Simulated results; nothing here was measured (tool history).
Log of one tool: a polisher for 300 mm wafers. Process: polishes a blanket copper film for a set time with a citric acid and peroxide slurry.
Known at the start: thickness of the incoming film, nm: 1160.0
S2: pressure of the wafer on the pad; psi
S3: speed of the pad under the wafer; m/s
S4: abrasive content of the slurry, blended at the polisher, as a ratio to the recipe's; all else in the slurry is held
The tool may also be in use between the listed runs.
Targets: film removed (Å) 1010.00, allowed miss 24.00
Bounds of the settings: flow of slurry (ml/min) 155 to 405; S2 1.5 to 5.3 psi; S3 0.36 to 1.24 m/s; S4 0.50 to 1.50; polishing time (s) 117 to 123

Run 1, hour 0.0: flow of slurry (ml/min) 260, S2 3.4 psi, S3 0.80 m/s, S4 1.00, polishing time (s) 117. Result: film removed (Å) 2345.00.
Run 2, hour 8.8: flow of slurry (ml/min) 310, S2 3.4 psi, S3 0.80 m/s, S4 1.00, polishing time (s) 117. Result: film removed (Å) 2376.70.
Run 3, hour 15.2: flow of slurry (ml/min) 310, S2 3.4 psi, S3 0.80 m/s, S4 1.00, polishing time (s) 117. Result: film removed (Å) 2370.90.
Run 4, hour 19.3: flow of slurry (ml/min) 310, S2 2.7 psi, S3 0.80 m/s, S4 1.00, polishing time (s) 117. Result: film removed (Å) 1910.00.
Run 5, hour 22.0: flow of slurry (ml/min) 310, S2 2.7 psi, S3 0.80 m/s, S4 1.00, polishing time (s) 123. Result: film removed (Å) 2002.80.
Run 6, hour 22.7: flow of slurry (ml/min) 310, S2 2.1 psi, S3 0.80 m/s, S4 1.00, polishing time (s) 123. Result: film removed (Å) 1596.10.
Run 7, hour 26.6: flow of slurry (ml/min) 305, S2 2.0 psi, S3 0.78 m/s, S4 1.00, polishing time (s) 123. Result: film removed (Å) 1452.90.
Run 8, hour 35.5: flow of slurry (ml/min) 295, S2 1.9 psi, S3 0.78 m/s, S4 1.00, polishing time (s) 123. Result: film removed (Å) 1392.20.
Run 9, hour 43.1: flow of slurry (ml/min) 280, S2 1.8 psi, S3 0.78 m/s, S4 1.00, polishing time (s) 123. Result: film removed (Å) 1320.60.
Run 10, hour 44.0: flow of slurry (ml/min) 210, S2 1.5 psi, S3 0.66 m/s, S4 1.00, polishing time (s) 123. Result: film removed (Å) 905.52.

5 next moves are on the table. One of them brings every result within its allowed miss. Which?
Run A, hour 44.9: flow of slurry (ml/min) 265, S2 1.7 psi, S3 0.66 m/s, S4 1.00, polishing time (s) 123. Result: film removed (Å) ?.
Run B, hour 44.9: flow of slurry (ml/min) 180, S2 1.5 psi, S3 0.82 m/s, S4 1.05, polishing time (s) 123. Result: film removed (Å) ?.
Run C, hour 44.9: flow of slurry (ml/min) 215, S2 1.5 psi, S3 0.74 m/s, S4 0.95, polishing time (s) 117. Result: film removed (Å) ?.
Run D, hour 44.9: flow of slurry (ml/min) 290, S2 2.5 psi, S3 0.42 m/s, S4 1.10, polishing time (s) 123. Result: film removed (Å) ?.
Run E, hour 44.9: flow of slurry (ml/min) 180, S2 1.8 psi, S3 0.68 m/s, S4 1.00, polishing time (s) 123. Result: film removed (Å) ?.

move  film removed (Å)
   A           1065.70
   B           1094.80
   C            966.02
   D           1026.20
   E           1082.20
A: takes the result that was furthest off past its target
B: takes the result that was furthest off past its target
C: nearer than the last run, and not there yet
D: meets every target
E: takes the result that was furthest off past its target
The right move is D.
